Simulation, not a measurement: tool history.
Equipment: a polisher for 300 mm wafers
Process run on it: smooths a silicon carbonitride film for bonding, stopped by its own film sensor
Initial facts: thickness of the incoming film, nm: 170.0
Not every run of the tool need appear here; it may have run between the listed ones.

run  hour  flow of slurry (ml/min)  pressure of the wafer on the pad (kPa)  speed of the pad under the wafer (m/s)  abrasive content of the slurry  target thickness at which the film sensor stops the polish (nm)  time until the film sensor stopped the polish (s)
  1   0.0                      290                                     9.7                                    0.68                            1.00                                                              143                                             184.64
  2   7.2                      290                                     9.7                                    0.54                            1.00                                                              143                                             220.71
  3   7.9                      290                                     9.7                                    0.38                            1.00                                                              143                                             291.80
  4  13.9                      290                                     9.7                                    0.30                            1.00                                                              143                                             353.88
  5  22.1                      290                                     9.7                                    0.30                            0.80                                                              143                                             412.11
  6  30.3                      235                                     9.7                                    0.30                            0.80                                                              143                                             428.21
  7  33.2                      290                                    12.4                                    0.50                            0.85                                                              143                                             212.55
  8  37.5                      300                                    13.1                                    0.50                            0.85                                                              143                                             200.84
  9  40.1                      305                                    13.8                                    0.50                            0.85                                                              143                                             187.78
 10  47.1                      310                                    14.5                                    0.50                            0.85                                                              143                                             186.36
 11  53.3                      310                                    14.5                                    0.52                            0.85                                                              143                                             178.12
 12  58.7                      310                                    14.5                                    0.54                            0.85                                                              143                                             170.91

Run 13, settings as shown, results not yet in. Your forecast:
 13  66.1                      310                                    15.2                                    0.56                            0.85                                                              143                                                  ?

time until the film sensor stopped the polish (s): 165.09

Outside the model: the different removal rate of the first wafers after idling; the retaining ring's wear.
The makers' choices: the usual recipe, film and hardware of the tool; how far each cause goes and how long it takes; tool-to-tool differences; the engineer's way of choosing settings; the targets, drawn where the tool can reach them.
